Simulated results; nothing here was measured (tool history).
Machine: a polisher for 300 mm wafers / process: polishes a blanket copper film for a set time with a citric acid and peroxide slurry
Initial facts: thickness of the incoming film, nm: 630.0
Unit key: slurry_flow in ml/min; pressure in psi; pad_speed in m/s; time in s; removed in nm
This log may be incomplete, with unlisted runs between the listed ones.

run 1 day=0 | slurry_flow=165 pressure=2 pad_speed=1.2 slurry_solids=1 time=38 | removed=74.505
run 2 day=0.267 | slurry_flow=165 pressure=2 pad_speed=1.2 slurry_solids=1 time=38 | removed=76.843
run 3 day=0.425 | slurry_flow=165 pressure=2 pad_speed=1.46 slurry_solids=1 time=38 | removed=93.264
run 4 day=0.8 | slurry_flow=165 pressure=1.7 pad_speed=1.44 slurry_solids=1 time=38 | removed=83.878
run 5 day=1.008 | slurry_flow=205 pressure=1.7 pad_speed=1.44 slurry_solids=1 time=38 | removed=82.953
run 6 day=1.071 | slurry_flow=205 pressure=1.9 pad_speed=1.44 slurry_solids=1 time=38 | removed=90.33
run 7 day=1.288 | slurry_flow=205 pressure=1.6 pad_speed=1.4 slurry_solids=1 time=38 | removed=78.65
run 8 day=1.312 | slurry_flow=205 pressure=1.4 pad_speed=1.36 slurry_solids=1 time=38 | removed=67.751
run 9 day=1.358 | slurry_flow=205 pressure=1.3 pad_speed=1.36 slurry_solids=1 time=38 | removed=64.354

Run 10 is up next; what results do you expect?
run 10 day=1.638 | slurry_flow=205 pressure=1.2 pad_speed=1.36 slurry_solids=1 time=38 | removed=?

removed: 61.871 nm

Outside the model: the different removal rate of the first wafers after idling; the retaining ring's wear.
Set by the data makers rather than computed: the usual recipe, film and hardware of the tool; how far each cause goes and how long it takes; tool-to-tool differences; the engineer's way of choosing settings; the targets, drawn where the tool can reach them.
